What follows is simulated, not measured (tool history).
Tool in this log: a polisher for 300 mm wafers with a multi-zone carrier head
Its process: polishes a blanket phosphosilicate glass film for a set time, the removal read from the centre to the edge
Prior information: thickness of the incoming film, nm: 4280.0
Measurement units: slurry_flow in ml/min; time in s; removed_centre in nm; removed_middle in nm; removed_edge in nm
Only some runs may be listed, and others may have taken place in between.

{"run": 1, "hour": 0.0, "slurry_flow": 185, "centre_zone": 1.0, "middle_zone": 1.0, "edge_zone": 1.0, "slurry_solids": 1.0, "time": 59, "removed_centre": 292.02, "removed_middle": 280.58, "removed_edge": 288.74}
{"run": 2, "hour": 0.7, "slurry_flow": 185, "centre_zone": 1.0, "middle_zone": 1.0, "edge_zone": 1.0, "slurry_solids": 1.0, "time": 73, "removed_centre": 351.18, "removed_middle": 350.35, "removed_edge": 351.83}
{"run": 3, "hour": 8.7, "slurry_flow": 185, "centre_zone": 1.0, "middle_zone": 1.0, "edge_zone": 1.07, "slurry_solids": 1.0, "time": 73, "removed_centre": 361.33, "removed_middle": 343.14, "removed_edge": 363.92}
{"run": 4, "hour": 16.2, "slurry_flow": 185, "centre_zone": 1.0, "middle_zone": 1.0, "edge_zone": 1.07, "slurry_solids": 0.85, "time": 73, "removed_centre": 328.21, "removed_middle": 310.57, "removed_edge": 335.79}
{"run": 5, "hour": 17.1, "slurry_flow": 185, "centre_zone": 1.0, "middle_zone": 1.0, "edge_zone": 1.07, "slurry_solids": 0.85, "time": 85, "removed_centre": 383.77, "removed_middle": 365.71, "removed_edge": 392.32}
{"run": 6, "hour": 22.1, "slurry_flow": 185, "centre_zone": 0.99, "middle_zone": 1.0, "edge_zone": 1.06, "slurry_solids": 0.8, "time": 83, "removed_centre": 362.78, "removed_middle": 354.83, "removed_edge": 355.03}
{"run": 7, "hour": 28.6, "slurry_flow": 180, "centre_zone": 0.97, "middle_zone": 0.99, "edge_zone": 1.07, "slurry_solids": 0.75, "time": 81, "removed_centre": 338.58, "removed_middle": 331.62, "removed_edge": 343.39}
{"run": 8, "hour": 30.2, "slurry_flow": 175, "centre_zone": 0.96, "middle_zone": 0.99, "edge_zone": 1.07, "slurry_solids": 0.7, "time": 79, "removed_centre": 302.9, "removed_middle": 307.28, "removed_edge": 320.89}
{"run": 9, "hour": 38.5, "slurry_flow": 175, "centre_zone": 0.95, "middle_zone": 0.98, "edge_zone": 1.06, "slurry_solids": 0.7, "time": 78, "removed_centre": 301.42, "removed_middle": 296.8, "removed_edge": 308.85}

For run 10, what comes out?
{"run": 10, "hour": 43.3, "slurry_flow": 170, "centre_zone": 0.94, "middle_zone": 0.98, "edge_zone": 1.06, "slurry_solids": 0.7, "time": 77, "removed_centre": "?", "removed_middle": "?", "removed_edge": "?"}

{"run 10": {"removed_centre": 291.21, "removed_middle": 298.09, "removed_edge": 315.6}}
